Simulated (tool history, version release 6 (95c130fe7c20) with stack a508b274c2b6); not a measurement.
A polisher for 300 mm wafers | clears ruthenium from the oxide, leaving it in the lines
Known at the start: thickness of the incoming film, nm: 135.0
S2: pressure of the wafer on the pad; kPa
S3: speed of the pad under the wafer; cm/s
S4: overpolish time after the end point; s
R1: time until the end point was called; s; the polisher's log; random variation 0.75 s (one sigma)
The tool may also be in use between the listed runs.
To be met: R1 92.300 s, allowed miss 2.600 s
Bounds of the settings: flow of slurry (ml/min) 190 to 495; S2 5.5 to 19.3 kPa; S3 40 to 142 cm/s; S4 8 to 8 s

{"run": 1, "hour": 0.0, "flow of slurry (ml/min)": 320, "S2": 12.4, "S3": 90, "S4": 8, "R1": 117.2}
{"run": 2, "hour": 8.8, "flow of slurry (ml/min)": 320, "S2": 13.1, "S3": 90, "S4": 8, "R1": 111.09}
{"run": 3, "hour": 15.1, "flow of slurry (ml/min)": 320, "S2": 13.1, "S3": 80, "S4": 8, "R1": 118.07}
{"run": 4, "hour": 23.5, "flow of slurry (ml/min)": 320, "S2": 13.1, "S3": 80, "S4": 8, "R1": 118.43}
{"run": 5, "hour": 31.8, "flow of slurry (ml/min)": 390, "S2": 13.1, "S3": 80, "S4": 8, "R1": 116.67}
{"run": 6, "hour": 36.1, "flow of slurry (ml/min)": 390, "S2": 13.1, "S3": 64, "S4": 8, "R1": 131.87}
{"run": 7, "hour": 44.4, "flow of slurry (ml/min)": 395, "S2": 14.5, "S3": 64, "S4": 8, "R1": 120.91}
{"run": 8, "hour": 52.3, "flow of slurry (ml/min)": 400, "S2": 15.9, "S3": 64, "S4": 8, "R1": 110.75}
{"run": 9, "hour": 59.5, "flow of slurry (ml/min)": 405, "S2": 16.5, "S3": 64, "S4": 8, "R1": 106.15}
{"run": 10, "hour": 64.0, "flow of slurry (ml/min)": 410, "S2": 17.2, "S3": 64, "S4": 8, "R1": 101.07}
{"run": 11, "hour": 70.0, "flow of slurry (ml/min)": 415, "S2": 17.9, "S3": 64, "S4": 8, "R1": 97.671}
{"run": 12, "hour": 71.5, "flow of slurry (ml/min)": 420, "S2": 17.9, "S3": 64, "S4": 8, "R1": 98.427}

5 next moves are on the table. One of them brings every result within its allowed miss. Which?
{"run": "A", "hour": 73.0, "flow of slurry (ml/min)": 395, "S2": 19.3, "S3": 52, "S4": 8, "R1": "?"}
{"run": "B", "hour": 73.0, "flow of slurry (ml/min)": 410, "S2": 19.3, "S3": 48, "S4": 8, "R1": "?"}
{"run": "C", "hour": 73.0, "flow of slurry (ml/min)": 435, "S2": 19.3, "S3": 60, "S4": 8, "R1": "?"}
{"run": "D", "hour": 73.0, "flow of slurry (ml/min)": 400, "S2": 13.1, "S3": 98, "S4": 8, "R1": "?"}
{"run": "E", "hour": 73.0, "flow of slurry (ml/min)": 425, "S2": 17.2, "S3": 56, "S4": 8, "R1": "?"}

move=A R1=99.550
move=B R1=103.010
move=C R1=92.392
move=D R1=102.960
move=E R1=106.940
A: further off than the last run
B: further off than the last run
C: meets every target
D: further off than the last run
E: further off than the last run
Move C is the one to make.

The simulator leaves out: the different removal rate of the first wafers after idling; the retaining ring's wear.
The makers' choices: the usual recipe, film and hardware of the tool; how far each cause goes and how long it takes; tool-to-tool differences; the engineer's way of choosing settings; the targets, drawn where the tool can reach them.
